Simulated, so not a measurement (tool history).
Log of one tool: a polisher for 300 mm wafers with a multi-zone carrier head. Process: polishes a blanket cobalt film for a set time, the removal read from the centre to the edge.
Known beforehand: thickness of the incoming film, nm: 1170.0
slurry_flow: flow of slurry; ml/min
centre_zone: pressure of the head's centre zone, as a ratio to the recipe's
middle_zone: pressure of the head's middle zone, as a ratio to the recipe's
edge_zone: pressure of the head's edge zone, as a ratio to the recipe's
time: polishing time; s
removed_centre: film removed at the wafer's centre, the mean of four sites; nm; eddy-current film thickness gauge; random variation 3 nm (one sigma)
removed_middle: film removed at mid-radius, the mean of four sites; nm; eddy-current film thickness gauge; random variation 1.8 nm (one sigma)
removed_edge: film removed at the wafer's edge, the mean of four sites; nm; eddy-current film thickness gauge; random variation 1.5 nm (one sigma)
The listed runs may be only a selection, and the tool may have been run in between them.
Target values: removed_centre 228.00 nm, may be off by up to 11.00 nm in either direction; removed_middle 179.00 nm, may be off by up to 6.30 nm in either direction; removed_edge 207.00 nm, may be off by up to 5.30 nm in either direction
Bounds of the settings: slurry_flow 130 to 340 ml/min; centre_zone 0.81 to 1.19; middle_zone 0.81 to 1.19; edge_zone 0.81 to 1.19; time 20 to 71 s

| run | day | slurry_flow | centre_zone | middle_zone | edge_zone | time | removed_centre | removed_middle | removed_edge |
|---|---|---|---|---|---|---|---|---|---|
| 1 | 0.000 | 220 | 1.00 | 1.00 | 1.00 | 45 | 263.25 | 270.29 | 278.57 |
| 2 | 0.275 | 220 | 1.00 | 1.00 | 0.92 | 45 | 273.98 | 271.58 | 267.59 |
| 3 | 0.358 | 220 | 1.00 | 1.00 | 0.84 | 45 | 264.52 | 264.33 | 252.45 |
| 4 | 0.512 | 265 | 1.00 | 1.00 | 0.84 | 45 | 272.70 | 271.63 | 258.09 |
| 5 | 0.562 | 255 | 1.01 | 0.96 | 0.84 | 43 | 264.05 | 252.71 | 249.30 |
| 6 | 0.712 | 245 | 1.02 | 0.93 | 0.84 | 41 | 253.54 | 232.36 | 234.29 |
| 7 | 1.071 | 235 | 1.03 | 0.91 | 0.85 | 40 | 246.20 | 219.62 | 228.35 |
| 8 | 1.112 | 225 | 1.04 | 0.89 | 0.85 | 40 | 244.58 | 218.25 | 228.62 |
| 9 | 1.154 | 220 | 1.06 | 0.87 | 0.86 | 39 | 240.78 | 207.47 | 225.73 |
| 10 | 1.283 | 215 | 1.07 | 0.86 | 0.86 | 38 | 236.15 | 199.50 | 217.32 |

Consider the 4 candidate settings below. Which is the only one whose results all fall within their allowed miss of target?
| A | 1.412 | 255 | 0.99 | 0.87 | 0.85 | 36 | ? | ? | ? |
| B | 1.412 | 235 | 1.09 | 0.83 | 0.90 | 35 | ? | ? | ? |
| C | 1.412 | 220 | 1.07 | 0.93 | 0.82 | 36 | ? | ? | ? |
| D | 1.412 | 220 | 1.02 | 0.87 | 0.86 | 38 | ? | ? | ? |

| move | removed_centre | removed_middle | removed_edge |
|---|---|---|---|
| A | 217.67 | 194.08 | 208.99 |
| B | 230.41 | 179.54 | 206.99 |
| C | 230.41 | 201.07 | 202.52 |
| D | 231.67 | 200.85 | 218.51 |
A: moves toward the targets from the last run without getting all of them in spec
B: every result within its allowed miss
C: misses by more than the last run did
D: misses by more than the last run did
Move B is the one to make.

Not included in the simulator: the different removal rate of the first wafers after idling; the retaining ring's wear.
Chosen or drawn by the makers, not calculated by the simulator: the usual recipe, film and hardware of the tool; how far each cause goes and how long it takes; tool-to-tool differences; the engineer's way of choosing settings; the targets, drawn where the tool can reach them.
